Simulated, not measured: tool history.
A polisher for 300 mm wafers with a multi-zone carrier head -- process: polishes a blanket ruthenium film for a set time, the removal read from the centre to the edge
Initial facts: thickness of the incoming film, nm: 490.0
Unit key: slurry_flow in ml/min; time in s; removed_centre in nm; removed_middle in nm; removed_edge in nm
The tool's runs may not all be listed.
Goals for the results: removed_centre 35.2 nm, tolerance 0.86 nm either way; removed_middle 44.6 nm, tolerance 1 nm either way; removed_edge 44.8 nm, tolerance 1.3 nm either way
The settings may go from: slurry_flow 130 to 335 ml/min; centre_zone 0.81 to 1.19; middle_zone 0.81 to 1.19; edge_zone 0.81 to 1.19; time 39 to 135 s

| run | hour | slurry_flow | centre_zone | middle_zone | edge_zone | time | removed_centre | removed_middle | removed_edge |
|---|---|---|---|---|---|---|---|---|---|
| 1 | 0 | 215 | 1 | 1 | 1 | 87 | 63.971 | 63.442 | 66.866 |
| 2 | 3.2 | 195 | 0.94 | 1.01 | 0.99 | 78 | 52.664 | 56.612 | 58.938 |
| 3 | 10 | 195 | 0.94 | 1.01 | 0.99 | 86 | 57.935 | 63.119 | 64.211 |
| 4 | 18.9 | 180 | 0.9 | 1.01 | 0.98 | 79 | 50.691 | 56.977 | 58.289 |
| 5 | 21.5 | 170 | 0.87 | 1.02 | 0.98 | 73 | 44.377 | 52.216 | 53.339 |
| 6 | 25.4 | 170 | 0.93 | 1.02 | 0.98 | 73 | 47.718 | 51.354 | 53.784 |
| 7 | 29.6 | 135 | 0.83 | 1.01 | 0.95 | 58 | 31.836 | 39.121 | 40.399 |
| 8 | 33.8 | 160 | 0.83 | 1.02 | 0.96 | 58 | 33.025 | 41.045 | 42.001 |
| 9 | 35.4 | 175 | 0.83 | 1.02 | 0.96 | 58 | 33.932 | 41.347 | 42.089 |
| 10 | 41.8 | 185 | 0.83 | 1.03 | 0.98 | 58 | 34.127 | 42.254 | 43.001 |
| 11 | 45.3 | 195 | 0.83 | 1.04 | 0.99 | 58 | 34.93 | 43.177 | 43.879 |

Exercise: of the 5 proposed moves below, exactly one satisfies all targets within the stated allowed misses. Which move is it?
| A | 48.8 | 260 | 0.81 | 1.04 | 1 | 58 | ? | ? | ? |
| B | 48.8 | 245 | 0.88 | 1.04 | 1.19 | 58 | ? | ? | ? |
| C | 48.8 | 165 | 0.81 | 1.01 | 1.11 | 63 | ? | ? | ? |
| D | 48.8 | 200 | 0.84 | 1.01 | 1.04 | 61 | ? | ? | ? |
| E | 48.8 | 180 | 0.86 | 1 | 1.02 | 58 | ? | ? | ? |

| move | removed_centre | removed_middle | removed_edge |
|---|---|---|---|
| A | 35.419 | 44.966 | 45.125 |
| B | 38.197 | 44.608 | 48.757 |
| C | 35.514 | 44.344 | 48.825 |
| D | 37.098 | 44.465 | 47.033 |
| E | 35.392 | 41.165 | 43.735 |
A: meets every target
B: the worst result of the last run now meets its target, but another is out of spec
C: the worst result of the last run now meets its target, but another is out of spec
D: the worst result of the last run now meets its target, but another is out of spec
E: moves away from the targets compared with the last run
Correct choice: A, which meets every target
